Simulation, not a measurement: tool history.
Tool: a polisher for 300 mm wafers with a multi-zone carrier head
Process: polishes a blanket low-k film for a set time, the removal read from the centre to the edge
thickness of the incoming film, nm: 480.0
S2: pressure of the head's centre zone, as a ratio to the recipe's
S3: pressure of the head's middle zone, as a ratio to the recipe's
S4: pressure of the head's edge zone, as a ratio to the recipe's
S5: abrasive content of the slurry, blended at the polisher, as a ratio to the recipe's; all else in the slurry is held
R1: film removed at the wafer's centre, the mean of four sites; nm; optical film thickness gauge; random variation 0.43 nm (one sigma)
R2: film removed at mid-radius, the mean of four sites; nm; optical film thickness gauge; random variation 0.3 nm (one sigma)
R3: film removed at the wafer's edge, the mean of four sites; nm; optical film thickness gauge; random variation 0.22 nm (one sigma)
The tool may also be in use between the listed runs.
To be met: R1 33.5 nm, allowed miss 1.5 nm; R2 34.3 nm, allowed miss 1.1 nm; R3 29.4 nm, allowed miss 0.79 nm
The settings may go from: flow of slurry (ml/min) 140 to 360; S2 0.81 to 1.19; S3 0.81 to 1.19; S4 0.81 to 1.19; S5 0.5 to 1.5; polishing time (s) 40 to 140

Run 1, hour 0: flow of slurry (ml/min) 230, S2 1, S3 1, S4 1, S5 1, polishing time (s) 90. Result: R1 28.189 nm, R2 28.291 nm, R3 27.089 nm.
Run 2, hour 0.6: flow of slurry (ml/min) 240, S2 1.02, S3 1.03, S4 1.01, S5 1, polishing time (s) 90. Result: R1 28.829 nm, R2 28.985 nm, R3 27.821 nm.
Run 3, hour 6.6: flow of slurry (ml/min) 250, S2 1.04, S3 1.06, S4 0.99, S5 1, polishing time (s) 90. Result: R1 29.504 nm, R2 30.187 nm, R3 27.346 nm.
Run 4, hour 9.4: flow of slurry (ml/min) 250, S2 1.01, S3 1.06, S4 0.99, S5 1, polishing time (s) 90. Result: R1 28.611 nm, R2 30.198 nm, R3 27.39 nm.
Run 5, hour 10.5: flow of slurry (ml/min) 250, S2 1.01, S3 1.06, S4 0.99, S5 1, polishing time (s) 100. Result: R1 31.765 nm, R2 32.841 nm, R3 30.62 nm.
Run 6, hour 17.6: flow of slurry (ml/min) 250, S2 1.01, S3 1, S4 0.99, S5 1, polishing time (s) 100. Result: R1 31.715 nm, R2 31.639 nm, R3 30.866 nm.
Run 7, hour 18.5: flow of slurry (ml/min) 250, S2 1.02, S3 1.02, S4 0.97, S5 1, polishing time (s) 100. Result: R1 32.409 nm, R2 32.719 nm, R3 30.405 nm.
Run 8, hour 24.7: flow of slurry (ml/min) 250, S2 1.03, S3 1.03, S4 0.96, S5 1, polishing time (s) 100. Result: R1 33.058 nm, R2 32.062 nm, R3 29.968 nm.
Run 9, hour 25.5: flow of slurry (ml/min) 255, S2 1.03, S3 1.05, S4 0.95, S5 1, polishing time (s) 100. Result: R1 32.619 nm, R2 32.492 nm, R3 30.46 nm.

5 next moves are on the table. One of them brings every result within its allowed miss. Which?
Run A, hour 26.3: flow of slurry (ml/min) 265, S2 1.04, S3 1.1, S4 0.99, S5 1.05, polishing time (s) 98. Result: R1 ?, R2 ?, R3 ?.
Run B, hour 26.3: flow of slurry (ml/min) 250, S2 1.09, S3 1.13, S4 0.95, S5 1.05, polishing time (s) 95. Result: R1 ?, R2 ?, R3 ?.
Run C, hour 26.3: flow of slurry (ml/min) 230, S2 0.98, S3 1.06, S4 0.97, S5 0.95, polishing time (s) 109. Result: R1 ?, R2 ?, R3 ?.
Run D, hour 26.3: flow of slurry (ml/min) 220, S2 1.07, S3 1.01, S4 1.05, S5 1, polishing time (s) 99. Result: R1 ?, R2 ?, R3 ?.
Run E, hour 26.3: flow of slurry (ml/min) 225, S2 1.05, S3 1.05, S4 0.95, S5 1.15, polishing time (s) 97. Result: R1 ?, R2 ?, R3 ?.

move      R1      R2      R3
   A  33.192  35.473  31.195
   B  33.476  34.934  29.561
   C  31.815  35.069  31.709
   D  32.492   31.48  30.745
   E  34.215  34.902  31.584
A: takes the result that was furthest off past its target
B: meets every target
C: brings the result that was furthest off to its target, and leaves another outside
D: further off than the last run
E: brings the result that was furthest off to its target, and leaves another outside
Answer: B
